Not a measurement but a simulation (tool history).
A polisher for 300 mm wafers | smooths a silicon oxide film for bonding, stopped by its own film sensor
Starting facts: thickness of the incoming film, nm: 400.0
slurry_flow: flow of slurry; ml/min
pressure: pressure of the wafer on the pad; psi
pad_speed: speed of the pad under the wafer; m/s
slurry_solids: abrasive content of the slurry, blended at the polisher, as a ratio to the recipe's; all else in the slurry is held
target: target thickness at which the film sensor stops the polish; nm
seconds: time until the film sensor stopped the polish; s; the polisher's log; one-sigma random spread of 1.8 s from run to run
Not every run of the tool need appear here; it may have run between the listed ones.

| run | hour | slurry_flow | pressure | pad_speed | slurry_solids | target | seconds |
|---|---|---|---|---|---|---|---|
| 1 | 0 | 305 | 1.7 | 1.12 | 1 | 306 | 198.77 |
| 2 | 2.3 | 270 | 1.7 | 1.12 | 1 | 306 | 192.32 |
| 3 | 10.1 | 270 | 1.8 | 1.14 | 1 | 306 | 180.37 |
| 4 | 13.4 | 270 | 1.8 | 1.14 | 1 | 302 | 190.89 |
| 5 | 14.9 | 270 | 1.9 | 1.16 | 1 | 302 | 176.07 |
| 6 | 17.3 | 270 | 2 | 1.16 | 1 | 302 | 163.47 |
| 7 | 21.1 | 270 | 2.1 | 1.16 | 1 | 302 | 159.26 |
| 8 | 23 | 270 | 2.2 | 1.16 | 1 | 302 | 151.96 |

Run 9 has not been measured yet. What should we expect?
| 9 | 31.9 | 270 | 2.2 | 1.16 | 1 | 302 | ? |

{"run 9": {"seconds": 154.65}}
